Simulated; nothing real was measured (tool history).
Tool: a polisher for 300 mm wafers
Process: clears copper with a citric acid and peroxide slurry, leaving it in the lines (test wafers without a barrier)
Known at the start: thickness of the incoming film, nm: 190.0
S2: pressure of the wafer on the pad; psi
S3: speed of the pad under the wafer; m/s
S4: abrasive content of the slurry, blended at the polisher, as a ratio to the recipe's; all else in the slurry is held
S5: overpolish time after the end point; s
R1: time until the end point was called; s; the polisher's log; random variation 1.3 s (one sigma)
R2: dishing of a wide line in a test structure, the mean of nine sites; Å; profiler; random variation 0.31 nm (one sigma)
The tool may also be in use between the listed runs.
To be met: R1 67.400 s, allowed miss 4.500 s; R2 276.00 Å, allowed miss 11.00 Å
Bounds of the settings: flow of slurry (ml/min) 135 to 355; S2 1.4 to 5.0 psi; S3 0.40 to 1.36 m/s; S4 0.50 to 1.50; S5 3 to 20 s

Run 1, hour 0.0: flow of slurry (ml/min) 225, S2 3.2 psi, S3 0.88 m/s, S4 1.00, S5 10 s. Result: R1 89.969 s, R2 154.56 Å.
Run 2, hour 8.8: flow of slurry (ml/min) 225, S2 3.2 psi, S3 0.88 m/s, S4 0.90, S5 10 s. Result: R1 92.811 s, R2 150.25 Å.
Run 3, hour 10.1: flow of slurry (ml/min) 225, S2 2.6 psi, S3 0.88 m/s, S4 0.90, S5 10 s. Result: R1 112.150 s, R2 120.85 Å.
Run 4, hour 18.5: flow of slurry (ml/min) 225, S2 2.9 psi, S3 0.88 m/s, S4 0.90, S5 10 s. Result: R1 101.200 s, R2 137.43 Å.
Run 5, hour 23.7: flow of slurry (ml/min) 270, S2 2.9 psi, S3 0.88 m/s, S4 0.90, S5 10 s. Result: R1 98.156 s, R2 139.29 Å.
Run 6, hour 27.8: flow of slurry (ml/min) 260, S2 3.1 psi, S3 0.88 m/s, S4 0.90, S5 10 s. Result: R1 96.396 s, R2 146.35 Å.
Run 7, hour 30.1: flow of slurry (ml/min) 260, S2 3.4 psi, S3 0.88 m/s, S4 0.90, S5 10 s. Result: R1 85.573 s, R2 160.55 Å.
Run 8, hour 31.8: flow of slurry (ml/min) 260, S2 3.5 psi, S3 0.88 m/s, S4 0.90, S5 11 s. Result: R1 81.523 s, R2 184.50 Å.
Run 9, hour 39.0: flow of slurry (ml/min) 260, S2 3.6 psi, S3 0.88 m/s, S4 0.90, S5 11 s. Result: R1 82.495 s, R2 188.24 Å.

Which of these 4 next moves meets every target?
Run A, hour 46.2: flow of slurry (ml/min) 295, S2 3.7 psi, S3 1.06 m/s, S4 1.05, S5 15 s. Result: R1 ?, R2 ?.
Run B, hour 46.2: flow of slurry (ml/min) 290, S2 3.6 psi, S3 1.06 m/s, S4 0.85, S5 14 s. Result: R1 ?, R2 ?.
Run C, hour 46.2: flow of slurry (ml/min) 220, S2 3.0 psi, S3 0.78 m/s, S4 0.85, S5 18 s. Result: R1 ?, R2 ?.
Run D, hour 46.2: flow of slurry (ml/min) 210, S2 2.8 psi, S3 0.94 m/s, S4 1.20, S5 11 s. Result: R1 ?, R2 ?.

move       R1      R2
   A   61.829  312.01
   B   66.230  275.01
   C  108.940  218.03
   D   92.066  160.53
A: takes the result that was furthest off past its target
B: meets every target
C: further off than the last run
D: further off than the last run
Move B is the one to make.
